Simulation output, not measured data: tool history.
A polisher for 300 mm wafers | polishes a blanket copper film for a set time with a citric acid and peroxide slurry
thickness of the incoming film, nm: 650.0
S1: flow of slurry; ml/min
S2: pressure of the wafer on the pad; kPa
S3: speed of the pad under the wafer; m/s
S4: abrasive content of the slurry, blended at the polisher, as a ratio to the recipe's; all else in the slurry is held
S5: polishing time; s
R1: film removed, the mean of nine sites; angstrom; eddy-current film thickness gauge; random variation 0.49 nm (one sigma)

run 1 hour=0.0 | S1=270 S2=22.8 S3=0.98 S4=1.00 S5=41 | R1=1165.20
run 2 hour=4.2 | S1=270 S2=28.3 S3=0.98 S4=1.00 S5=41 | R1=1474.80
run 3 hour=13.0 | S1=265 S2=22.8 S3=0.96 S4=1.00 S5=41 | R1=1151.80
run 4 hour=15.6 | S1=265 S2=22.8 S3=0.96 S4=0.85 S5=41 | R1=1102.40
run 5 hour=20.0 | S1=290 S2=22.8 S3=0.96 S4=0.85 S5=41 | R1=1108.20
run 6 hour=25.0 | S1=290 S2=22.8 S3=0.96 S4=0.85 S5=43 | R1=1146.40

Forecast run 7:
run 7 hour=31.0 | S1=290 S2=19.3 S3=0.94 S4=0.85 S5=43 | R1=?

R1: 972.84 angstrom
